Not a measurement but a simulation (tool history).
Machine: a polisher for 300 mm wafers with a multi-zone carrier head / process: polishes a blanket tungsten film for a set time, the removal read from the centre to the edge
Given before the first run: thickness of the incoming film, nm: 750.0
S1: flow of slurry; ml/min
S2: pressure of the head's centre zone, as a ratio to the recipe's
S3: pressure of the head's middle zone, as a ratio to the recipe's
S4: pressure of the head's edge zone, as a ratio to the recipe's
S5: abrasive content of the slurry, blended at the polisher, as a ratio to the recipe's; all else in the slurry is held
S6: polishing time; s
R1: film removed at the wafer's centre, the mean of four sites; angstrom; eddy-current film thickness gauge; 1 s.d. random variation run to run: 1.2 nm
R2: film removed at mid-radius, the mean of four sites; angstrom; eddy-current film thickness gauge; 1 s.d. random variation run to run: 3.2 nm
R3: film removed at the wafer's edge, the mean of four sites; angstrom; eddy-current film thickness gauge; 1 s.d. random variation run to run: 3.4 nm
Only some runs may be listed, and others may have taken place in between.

Run 1, hour 0: S1 185 ml/min, S2 1, S3 1, S4 1, S5 1, S6 61 s. Result: R1 1839.9 angstrom, R2 1767.9 angstrom, R3 1846.2 angstrom.
Run 2, hour 4.9: S1 190 ml/min, S2 0.96, S3 1.05, S4 1.05, S5 1.15, S6 62 s. Result: R1 1853.8 angstrom, R2 1978.6 angstrom, R3 1961.4 angstrom.
Run 3, hour 12.6: S1 190 ml/min, S2 0.96, S3 0.97, S4 1.05, S5 1.15, S6 62 s. Result: R1 1835.9 angstrom, R2 1860.5 angstrom, R3 1939.1 angstrom.
Run 4, hour 15: S1 185 ml/min, S2 0.93, S3 0.99, S4 1.1, S5 1.25, S6 63 s. Result: R1 1823.6 angstrom, R2 1944.5 angstrom, R3 2031.8 angstrom.
Run 5, hour 21.9: S1 185 ml/min, S2 0.91, S3 1.01, S4 1.13, S5 1.35, S6 64 s. Result: R1 1847.2 angstrom, R2 1988.8 angstrom, R3 2157.6 angstrom.
Run 6, hour 24.9: S1 155 ml/min, S2 0.91, S3 1.01, S4 1.13, S5 1.35, S6 64 s. Result: R1 1762.8 angstrom, R2 1964.7 angstrom, R3 2147.1 angstrom.
Run 7, hour 27.9: S1 160 ml/min, S2 0.9, S3 1.06, S4 1.13, S5 1.4, S6 64 s. Result: R1 1781.4 angstrom, R2 2046.5 angstrom, R3 2120 angstrom.

For run 8, what comes out?
Run 8, hour 29.5: S1 155 ml/min, S2 0.89, S3 1.08, S4 1.14, S5 1.45, S6 65 s. Result: R1 ?, R2 ?, R3 ?.

R1: 1795.5 angstrom
R2: 2137.4 angstrom
R3: 2147.3 angstrom
